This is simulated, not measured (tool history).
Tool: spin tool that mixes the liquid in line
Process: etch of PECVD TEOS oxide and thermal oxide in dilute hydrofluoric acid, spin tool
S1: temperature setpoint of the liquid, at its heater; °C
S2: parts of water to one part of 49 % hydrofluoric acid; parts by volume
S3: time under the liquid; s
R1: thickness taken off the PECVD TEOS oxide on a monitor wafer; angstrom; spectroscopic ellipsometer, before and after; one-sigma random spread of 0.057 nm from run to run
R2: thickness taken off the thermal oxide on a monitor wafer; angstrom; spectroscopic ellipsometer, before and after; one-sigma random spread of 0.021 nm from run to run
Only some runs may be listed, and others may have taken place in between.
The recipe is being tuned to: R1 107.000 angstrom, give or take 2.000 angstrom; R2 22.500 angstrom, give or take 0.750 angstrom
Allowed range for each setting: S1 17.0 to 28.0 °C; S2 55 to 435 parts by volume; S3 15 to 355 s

run  hour    S1   S2   S3       R1      R2
  1   0.0  20.0  245  180  117.950  24.766
  2   4.7  19.0  245  180  113.560  23.497
  3   8.3  19.0  285  180   94.480  19.905
  4  16.4  19.0  325  180   79.323  16.944
  5  23.3  19.0  325  220   98.254  20.400
  6  31.1  19.0  325  265  117.610  25.131
  7  34.4  18.5  325  265  114.920  24.052
  8  35.6  18.0  325  265  114.050  23.686
  9  36.6  18.0  330  265  110.000  23.332

Which one of the following 4 next-run settings gets every result inside its allowed miss? There is exactly one.
  A  37.6  17.0  215  165   ?   ?
  B  37.6  17.5  345  275   ?   ?
  C  37.6  18.5  310  245   ?   ?
  D  37.6  17.0  260  210   ?   ?

move       R1      R2
   A  113.630  24.152
   B  107.630  22.878
   C  114.020  24.234
   D  114.930  24.429
A: misses by more than the last run did
B: all results in spec
C: misses by more than the last run did
D: misses by more than the last run did
Move B is the one to make.

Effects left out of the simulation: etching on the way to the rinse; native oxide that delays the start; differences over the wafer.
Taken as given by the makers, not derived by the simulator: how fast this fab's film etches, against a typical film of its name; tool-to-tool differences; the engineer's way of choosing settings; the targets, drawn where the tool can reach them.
